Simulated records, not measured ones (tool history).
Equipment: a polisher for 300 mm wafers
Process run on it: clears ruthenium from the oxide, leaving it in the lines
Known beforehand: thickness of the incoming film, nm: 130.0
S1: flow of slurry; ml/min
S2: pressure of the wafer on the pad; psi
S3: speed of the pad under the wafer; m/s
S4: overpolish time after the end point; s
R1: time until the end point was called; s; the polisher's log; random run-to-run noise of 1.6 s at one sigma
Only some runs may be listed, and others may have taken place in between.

run  hour   S1   S2    S3  S4      R1
  1     0  320  2.6  0.92  17  128.81
  2   1.8  360  2.6  0.92  17  131.46
  3   7.6  360  2.3  0.92  17  142.38
  4  10.8  360  2.3  0.92  18  145.68
  5  19.3  360  2.3  1.12  18  118.11
  6  25.8  360  2.5  1.14  18  106.71
  7  33.6  360  2.6  1.14  18   102.5

The next listed run, before its measurement:
  8  38.1  360  2.7  1.14  18   ?

{"run 8": {"R1": 101.8}}

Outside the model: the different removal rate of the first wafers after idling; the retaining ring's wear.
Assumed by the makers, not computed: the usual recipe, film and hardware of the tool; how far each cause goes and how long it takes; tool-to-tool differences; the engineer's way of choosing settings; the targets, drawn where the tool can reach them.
